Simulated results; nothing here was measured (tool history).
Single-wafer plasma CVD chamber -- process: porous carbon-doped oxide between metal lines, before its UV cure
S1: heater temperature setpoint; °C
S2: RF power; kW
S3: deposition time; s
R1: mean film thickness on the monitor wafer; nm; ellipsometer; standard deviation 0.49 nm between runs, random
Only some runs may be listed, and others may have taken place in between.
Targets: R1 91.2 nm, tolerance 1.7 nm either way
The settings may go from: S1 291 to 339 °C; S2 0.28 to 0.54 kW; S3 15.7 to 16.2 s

{"run": 1, "hour": 0.0, "S1": 315, "S2": 0.41, "S3": 15.7, "R1": 75.662}
{"run": 2, "hour": 5.7, "S1": 315, "S2": 0.35, "S3": 15.7, "R1": 67.402}
{"run": 3, "hour": 12.5, "S1": 306, "S2": 0.35, "S3": 15.7, "R1": 72.779}
{"run": 4, "hour": 16.2, "S1": 302, "S2": 0.37, "S3": 15.7, "R1": 76.469}
{"run": 5, "hour": 20.3, "S1": 302, "S2": 0.345, "S3": 15.7, "R1": 73.041}
{"run": 6, "hour": 21.4, "S1": 302, "S2": 0.37, "S3": 15.7, "R1": 76.863}
{"run": 7, "hour": 22.1, "S1": 299, "S2": 0.385, "S3": 15.7, "R1": 79.784}
{"run": 8, "hour": 30.0, "S1": 297, "S2": 0.4, "S3": 15.7, "R1": 83.879}

Exercise: of the 4 proposed moves below, exactly one satisfies all targets within the stated allowed misses. Which move is it?
{"run": "A", "hour": 37.9, "S1": 292, "S2": 0.355, "S3": 15.7, "R1": "?"}
{"run": "B", "hour": 37.9, "S1": 291, "S2": 0.41, "S3": 16.1, "R1": "?"}
{"run": "C", "hour": 37.9, "S1": 314, "S2": 0.415, "S3": 15.7, "R1": "?"}
{"run": "D", "hour": 37.9, "S1": 294, "S2": 0.34, "S3": 16, "R1": "?"}

move=A R1=80.05
move=B R1=90.318
move=C R1=76.158
move=D R1=78.256
A: lands further from the targets than the last run did
B: in spec on every target
C: lands further from the targets than the last run did
D: lands further from the targets than the last run did
B is the move that brings every result within its allowed miss.

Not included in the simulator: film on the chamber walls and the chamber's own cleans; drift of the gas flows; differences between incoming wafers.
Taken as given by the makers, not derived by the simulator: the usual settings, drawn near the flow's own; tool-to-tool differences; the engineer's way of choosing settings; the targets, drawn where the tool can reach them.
